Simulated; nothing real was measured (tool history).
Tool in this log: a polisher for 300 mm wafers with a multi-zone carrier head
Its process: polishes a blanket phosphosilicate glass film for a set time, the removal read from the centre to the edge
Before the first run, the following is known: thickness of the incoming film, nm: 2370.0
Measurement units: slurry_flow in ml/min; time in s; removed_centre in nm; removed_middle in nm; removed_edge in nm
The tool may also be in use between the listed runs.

run  hour  slurry_flow  centre_zone  middle_zone  edge_zone  slurry_solids  time  removed_centre  removed_middle  removed_edge
  1   0.0          285         1.00         1.00       1.00           1.00    75          993.58         1006.20        998.75
  2   5.4          285         1.00         1.00       1.00           1.00    58          761.29          776.17        767.96
  3   8.2          300         1.04         1.05       0.99           1.15    62          899.01          921.56        843.09
  4  15.8          310         1.07         1.08       1.01           1.25    66         1000.80         1009.00        948.99
  5  22.8          315         1.09         1.11       0.99           1.30    70         1115.20         1136.50       1008.80
  6  24.9          315         1.14         1.11       0.99           1.30    70         1140.40         1109.90       1020.00
  7  30.3          315         1.14         1.11       0.99           1.30    70         1155.20         1114.90       1016.00
  8  36.8          325         1.14         1.13       0.98           1.35    72         1189.20         1194.80       1036.60

Run 9 comes next. What will it give?
  9  40.0          345         1.19         1.19       1.01           1.50    82               ?               ?             ?

{"run 9": {"removed_centre": 1515.0, "removed_middle": 1443.2, "removed_edge": 1249.2}}
